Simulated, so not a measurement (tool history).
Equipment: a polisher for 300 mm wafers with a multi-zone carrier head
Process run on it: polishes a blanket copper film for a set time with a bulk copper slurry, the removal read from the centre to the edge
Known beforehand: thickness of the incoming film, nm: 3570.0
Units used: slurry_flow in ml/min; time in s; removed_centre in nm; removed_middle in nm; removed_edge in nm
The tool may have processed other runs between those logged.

run	hour	slurry_flow	centre_zone	middle_zone	edge_zone	slurry_solids	time	removed_centre	removed_middle	removed_edge
1	0.0	250	1.00	1.00	1.00	1.00	72	617.90	607.82	628.55
2	5.5	270	1.05	1.05	1.01	1.15	74	675.24	664.00	675.70
3	11.1	285	1.09	1.09	0.97	1.25	77	767.87	737.77	703.16
4	16.8	300	1.11	1.12	0.97	1.30	78	796.80	773.38	718.58
5	19.8	300	1.11	1.12	0.97	1.45	78	810.50	783.03	737.42
6	27.2	310	1.13	1.14	0.97	1.45	79	843.76	796.39	746.12
7	33.1	315	1.14	1.15	0.96	1.45	81	884.65	824.87	757.94
8	34.1	320	1.14	1.16	0.96	1.45	82	882.85	853.89	775.55
9	41.1	325	1.15	1.17	0.96	1.45	82	902.45	870.32	772.17

What does the tool deliver on the next run?
10	44.9	330	1.16	1.17	0.97	1.45	82	?	?	?

removed_centre: 906.55 nm
removed_middle: 860.00 nm
removed_edge: 769.84 nm

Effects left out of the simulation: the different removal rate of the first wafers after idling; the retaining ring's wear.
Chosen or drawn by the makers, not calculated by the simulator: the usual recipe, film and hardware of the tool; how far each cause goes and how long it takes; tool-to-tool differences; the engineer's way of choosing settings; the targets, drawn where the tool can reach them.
